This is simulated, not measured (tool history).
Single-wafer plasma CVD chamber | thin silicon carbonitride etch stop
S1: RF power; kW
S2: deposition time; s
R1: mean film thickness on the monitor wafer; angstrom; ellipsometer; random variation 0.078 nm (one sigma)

| run | hour | S1 | S2 | R1 |
|---|---|---|---|---|
| 1 | 0.0 | 0.150 | 23.3 | 120.66 |
| 2 | 3.0 | 0.155 | 24.2 | 126.00 |
| 3 | 7.3 | 0.160 | 25.0 | 131.56 |
| 4 | 9.4 | 0.160 | 23.5 | 124.63 |
| 5 | 12.0 | 0.145 | 23.5 | 120.99 |
| 6 | 14.9 | 0.125 | 23.5 | 118.26 |
| 7 | 17.9 | 0.130 | 24.8 | 126.49 |

The next listed run, before its measurement:
| 8 | 25.8 | 0.130 | 25.6 | ? |

R1: 128.11 angstrom
